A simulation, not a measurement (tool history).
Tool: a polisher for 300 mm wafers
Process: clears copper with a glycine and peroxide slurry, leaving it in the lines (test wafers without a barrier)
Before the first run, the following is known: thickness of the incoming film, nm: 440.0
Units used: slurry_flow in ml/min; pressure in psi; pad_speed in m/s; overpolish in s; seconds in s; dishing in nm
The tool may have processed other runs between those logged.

{"run": 1, "hour": 0.0, "slurry_flow": 175, "pressure": 2.8, "pad_speed": 0.94, "overpolish": 22, "seconds": 84.744, "dishing": 64.059}
{"run": 2, "hour": 7.8, "slurry_flow": 175, "pressure": 2.8, "pad_speed": 0.94, "overpolish": 23, "seconds": 86.098, "dishing": 68.081}
{"run": 3, "hour": 15.9, "slurry_flow": 145, "pressure": 2.8, "pad_speed": 0.94, "overpolish": 23, "seconds": 91.18, "dishing": 67.419}
{"run": 4, "hour": 17.1, "slurry_flow": 110, "pressure": 2.8, "pad_speed": 0.94, "overpolish": 23, "seconds": 94.761, "dishing": 63.244}
{"run": 5, "hour": 24.9, "slurry_flow": 110, "pressure": 2.8, "pad_speed": 0.94, "overpolish": 24, "seconds": 93.59, "dishing": 64.793}
{"run": 6, "hour": 30.0, "slurry_flow": 110, "pressure": 2.8, "pad_speed": 0.94, "overpolish": 25, "seconds": 94.81, "dishing": 66.71}
{"run": 7, "hour": 38.7, "slurry_flow": 115, "pressure": 2.8, "pad_speed": 0.94, "overpolish": 26, "seconds": 95.769, "dishing": 69.404}
{"run": 8, "hour": 46.8, "slurry_flow": 120, "pressure": 2.8, "pad_speed": 0.94, "overpolish": 27, "seconds": 91.663, "dishing": 70.447}

Forecast run 9:
{"run": 9, "hour": 55.6, "slurry_flow": 120, "pressure": 2.8, "pad_speed": 0.94, "overpolish": 28, "seconds": "?", "dishing": "?"}

Run 9 produced seconds 93.592 s, dishing 75.08 nm.
